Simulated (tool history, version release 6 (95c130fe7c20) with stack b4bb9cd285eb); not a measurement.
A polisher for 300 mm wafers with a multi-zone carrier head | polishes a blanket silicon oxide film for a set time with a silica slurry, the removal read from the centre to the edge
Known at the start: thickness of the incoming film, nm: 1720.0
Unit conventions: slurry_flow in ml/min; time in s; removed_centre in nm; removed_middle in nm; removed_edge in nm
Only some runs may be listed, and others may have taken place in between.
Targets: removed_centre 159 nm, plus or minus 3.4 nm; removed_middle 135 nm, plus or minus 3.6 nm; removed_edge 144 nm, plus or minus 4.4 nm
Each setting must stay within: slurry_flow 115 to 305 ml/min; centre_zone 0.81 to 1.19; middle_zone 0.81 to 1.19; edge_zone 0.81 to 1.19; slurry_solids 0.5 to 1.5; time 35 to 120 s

| run | day | slurry_flow | centre_zone | middle_zone | edge_zone | slurry_solids | time | removed_centre | removed_middle | removed_edge |
|---|---|---|---|---|---|---|---|---|---|---|
| 1 | 0 | 195 | 1 | 1 | 1 | 1 | 77 | 219.93 | 213.75 | 211.77 |
| 2 | 0.1 | 190 | 1 | 0.97 | 0.97 | 0.9 | 76 | 202.39 | 195 | 196.48 |
| 3 | 0.188 | 190 | 1.01 | 0.95 | 0.95 | 0.8 | 75 | 187.06 | 179.33 | 180.2 |
| 4 | 0.517 | 190 | 1.01 | 0.95 | 0.98 | 0.8 | 75 | 189.15 | 178.7 | 183.09 |
| 5 | 0.558 | 190 | 1.01 | 0.95 | 0.98 | 0.65 | 75 | 166.69 | 156.75 | 161.73 |
| 6 | 0.612 | 185 | 1.02 | 0.94 | 0.97 | 0.6 | 75 | 158.1 | 147.08 | 150.32 |
| 7 | 0.796 | 180 | 1.03 | 0.93 | 0.97 | 0.6 | 75 | 157.72 | 144.41 | 150.51 |
| 8 | 0.867 | 175 | 1.04 | 0.93 | 0.97 | 0.6 | 75 | 160.65 | 143.35 | 148.22 |
| 9 | 0.912 | 170 | 1.04 | 0.92 | 0.97 | 0.6 | 75 | 156.62 | 141.18 | 151.24 |
| 10 | 1.242 | 170 | 1.05 | 0.92 | 0.96 | 0.6 | 75 | 159.87 | 141.08 | 150.01 |

Exactly one of the 4 candidate moves below puts every result within its allowed miss. Which one?
| A | 1.571 | 200 | 1.15 | 0.94 | 0.9 | 0.55 | 73 | ? | ? | ? |
| B | 1.571 | 150 | 1.15 | 0.92 | 0.95 | 0.65 | 71 | ? | ? | ? |
| C | 1.571 | 250 | 1.07 | 0.9 | 1 | 0.55 | 73 | ? | ? | ? |
| D | 1.571 | 180 | 1.16 | 0.93 | 0.99 | 0.6 | 66 | ? | ? | ? |

| move | removed_centre | removed_middle | removed_edge |
|---|---|---|---|
| A | 165.26 | 136.66 | 133.35 |
| B | 171.01 | 139.76 | 144.33 |
| C | 158.85 | 135.86 | 143.29 |
| D | 157.62 | 128.3 | 132.63 |
A: the worst result of the last run now meets its target, but another is out of spec
B: lands further from the targets than the last run did
C: all results land within tolerance of their targets
D: pushes the last run's worst result past its target
Move C is the one to make.

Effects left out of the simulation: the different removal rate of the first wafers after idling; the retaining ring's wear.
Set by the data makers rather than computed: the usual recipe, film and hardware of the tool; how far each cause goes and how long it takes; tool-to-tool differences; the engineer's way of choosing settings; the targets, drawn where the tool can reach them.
